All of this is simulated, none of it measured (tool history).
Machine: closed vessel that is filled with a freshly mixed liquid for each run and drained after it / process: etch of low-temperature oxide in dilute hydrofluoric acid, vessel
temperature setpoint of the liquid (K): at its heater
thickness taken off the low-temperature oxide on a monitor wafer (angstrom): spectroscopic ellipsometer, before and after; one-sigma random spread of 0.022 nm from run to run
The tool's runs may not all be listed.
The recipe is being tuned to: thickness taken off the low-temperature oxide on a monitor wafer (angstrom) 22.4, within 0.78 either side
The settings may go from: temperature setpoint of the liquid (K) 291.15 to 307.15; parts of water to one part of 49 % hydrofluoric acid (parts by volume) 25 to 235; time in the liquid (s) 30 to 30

run  hour  temperature setpoint of the liquid (K)  parts of water to one part of 49 % hydrofluoric acid (parts by volume)  time in the liquid (s)  thickness taken off the low-temperature oxide on a monitor wafer (angstrom)
  1     0                                  299.15                                                                     130                      30                                                                       34.497
  2   5.3                                  297.15                                                                     135                      30                                                                       30.642
  3   8.8                                  297.15                                                                     135                      30                                                                       31.037
  4  16.2                                  297.15                                                                     135                      30                                                                       30.564
  5  20.3                                  299.15                                                                     135                      30                                                                        33.42
  6  22.2                                  295.65                                                                     135                      30                                                                       28.833
  7  25.2                                  294.65                                                                     140                      30                                                                       26.807
  8  27.7                                  294.65                                                                     140                      30                                                                       26.294
  9  34.4                                  293.65                                                                     140                      30                                                                       25.751
 10  36.4                                  293.15                                                                     140                      30                                                                       25.237
 11  39.9                                  292.65                                                                     140                      30                                                                       24.608

Which one of the following 4 next-run settings gets every result inside its allowed miss? There is exactly one.
  A  43.4                                  293.15                                                                     130                      30                                                                            ?
  B  43.4                                  294.65                                                                     140                      30                                                                            ?
  C  43.4                                  292.65                                                                     155                      30                                                                            ?
  D  43.4                                  296.15                                                                     160                      30                                                                            ?

move  thickness taken off the low-temperature oxide on a monitor wafer (angstrom)
   A                                                                       27.705
   B                                                                       27.018
   C                                                                       22.188
   D                                                                       24.517
A: its largest miss is bigger than the last run's
B: its largest miss is bigger than the last run's
C: every result within its allowed miss
D: no better and no worse than the last run
C is the move that brings every result within its allowed miss.
